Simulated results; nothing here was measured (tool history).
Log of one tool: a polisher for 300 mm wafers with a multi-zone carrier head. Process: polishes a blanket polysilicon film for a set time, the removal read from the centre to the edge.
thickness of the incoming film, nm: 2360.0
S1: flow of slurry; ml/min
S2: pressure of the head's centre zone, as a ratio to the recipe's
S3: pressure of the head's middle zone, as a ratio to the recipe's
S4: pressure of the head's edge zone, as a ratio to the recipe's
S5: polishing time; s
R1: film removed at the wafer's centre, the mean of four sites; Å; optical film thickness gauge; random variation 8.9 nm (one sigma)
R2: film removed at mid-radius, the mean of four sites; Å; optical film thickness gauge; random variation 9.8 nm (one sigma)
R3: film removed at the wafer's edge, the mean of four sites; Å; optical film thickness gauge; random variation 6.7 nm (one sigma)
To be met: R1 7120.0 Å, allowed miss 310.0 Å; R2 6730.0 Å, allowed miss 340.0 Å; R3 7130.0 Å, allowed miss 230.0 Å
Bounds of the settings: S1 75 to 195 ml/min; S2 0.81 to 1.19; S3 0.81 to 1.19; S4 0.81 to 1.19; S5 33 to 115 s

Run 1, hour 0.0: S1 125 ml/min, S2 1.00, S3 1.00, S4 1.00, S5 73 s. Result: R1 5154.7 Å, R2 5359.5 Å, R3 5638.5 Å.
Run 2, hour 1.8: S1 125 ml/min, S2 1.00, S3 1.00, S4 1.08, S5 73 s. Result: R1 5127.6 Å, R2 5384.6 Å, R3 5780.6 Å.
Run 3, hour 2.8: S1 125 ml/min, S2 1.00, S3 1.00, S4 1.08, S5 56 s. Result: R1 3908.5 Å, R2 4184.9 Å, R3 4430.4 Å.
Run 4, hour 7.0: S1 115 ml/min, S2 1.00, S3 1.00, S4 1.08, S5 56 s. Result: R1 3850.0 Å, R2 4095.5 Å, R3 4325.4 Å.
Run 5, hour 10.8: S1 135 ml/min, S2 1.04, S3 1.01, S4 1.09, S5 63 s. Result: R1 4668.0 Å, R2 4829.1 Å, R3 5089.0 Å.
Run 6, hour 13.1: S1 135 ml/min, S2 1.00, S3 1.01, S4 1.09, S5 63 s. Result: R1 4507.2 Å, R2 4899.5 Å, R3 5132.0 Å.
Run 7, hour 15.1: S1 150 ml/min, S2 1.04, S3 1.01, S4 1.10, S5 67 s. Result: R1 5047.9 Å, R2 5242.7 Å, R3 5480.2 Å.
Run 8, hour 17.2: S1 170 ml/min, S2 1.14, S3 1.01, S4 1.15, S5 88 s. Result: R1 7578.0 Å, R2 6914.4 Å, R3 7612.0 Å.
At hour 24.9: centre zone pressure recalibrated.
Run 9, hour 24.9: S1 165 ml/min, S2 1.14, S3 1.02, S4 1.13, S5 87 s. Result: R1 8152.2 Å, R2 7044.0 Å, R3 7249.9 Å.
Run 10, hour 31.7: S1 165 ml/min, S2 1.14, S3 1.02, S4 1.13, S5 87 s. Result: R1 7941.8 Å, R2 7122.1 Å, R3 7408.6 Å.
Run 11, hour 39.0: S1 160 ml/min, S2 1.13, S3 1.02, S4 1.13, S5 87 s. Result: R1 7904.5 Å, R2 7077.1 Å, R3 7290.0 Å.
Run 12, hour 47.7: S1 155 ml/min, S2 1.11, S3 1.01, S4 1.13, S5 87 s. Result: R1 7917.7 Å, R2 6825.8 Å, R3 7266.3 Å.
Run 13, hour 54.9: S1 155 ml/min, S2 1.09, S3 1.01, S4 1.12, S5 86 s. Result: R1 7547.9 Å, R2 6824.0 Å, R3 7308.6 Å.

4 next moves are on the table. One of them brings every result within its allowed miss. Which?
Run A, hour 62.1: S1 125 ml/min, S2 1.07, S3 1.11, S4 1.11, S5 94 s. Result: R1 ?, R2 ?, R3 ?.
Run B, hour 62.1: S1 165 ml/min, S2 0.98, S3 0.93, S4 1.19, S5 90 s. Result: R1 ?, R2 ?, R3 ?.
Run C, hour 62.1: S1 195 ml/min, S2 1.05, S3 1.03, S4 1.19, S5 80 s. Result: R1 ?, R2 ?, R3 ?.
Run D, hour 62.1: S1 175 ml/min, S2 0.95, S3 1.06, S4 1.11, S5 92 s. Result: R1 ?, R2 ?, R3 ?.

move      R1      R2      R3
   A  7617.0  7650.7  7610.3
   B  7127.7  6693.7  7898.1
   C  7010.9  6663.7  7155.2
   D  7150.3  7722.2  7833.9
A: further off than the last run
B: brings the result that was furthest off to its target, and leaves another outside
C: meets every target
D: brings the result that was furthest off to its target, and leaves another outside
Move C is the one to make.
